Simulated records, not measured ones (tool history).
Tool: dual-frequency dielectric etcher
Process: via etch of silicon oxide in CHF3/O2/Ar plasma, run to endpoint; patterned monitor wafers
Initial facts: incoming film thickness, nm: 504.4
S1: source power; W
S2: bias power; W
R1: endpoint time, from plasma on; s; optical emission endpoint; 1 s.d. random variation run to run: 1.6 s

{"run": 1, "hour": 0.0, "S1": 510, "S2": 169, "R1": 313.46}
{"run": 2, "hour": 8.4, "S1": 460, "S2": 169, "R1": 325.58}
{"run": 3, "hour": 14.6, "S1": 460, "S2": 152, "R1": 340.95}
{"run": 4, "hour": 22.7, "S1": 460, "S2": 136, "R1": 357.14}
{"run": 5, "hour": 28.6, "S1": 540, "S2": 148, "R1": 322.52}
{"run": 6, "hour": 35.2, "S1": 450, "S2": 148, "R1": 349.24}
{"run": 7, "hour": 38.4, "S1": 530, "S2": 154, "R1": 320.55}

Run 8 is up next; what results do you expect?
{"run": 8, "hour": 38.9, "S1": 590, "S2": 158, "R1": "?"}

Run 8 gave R1 303.1 s.

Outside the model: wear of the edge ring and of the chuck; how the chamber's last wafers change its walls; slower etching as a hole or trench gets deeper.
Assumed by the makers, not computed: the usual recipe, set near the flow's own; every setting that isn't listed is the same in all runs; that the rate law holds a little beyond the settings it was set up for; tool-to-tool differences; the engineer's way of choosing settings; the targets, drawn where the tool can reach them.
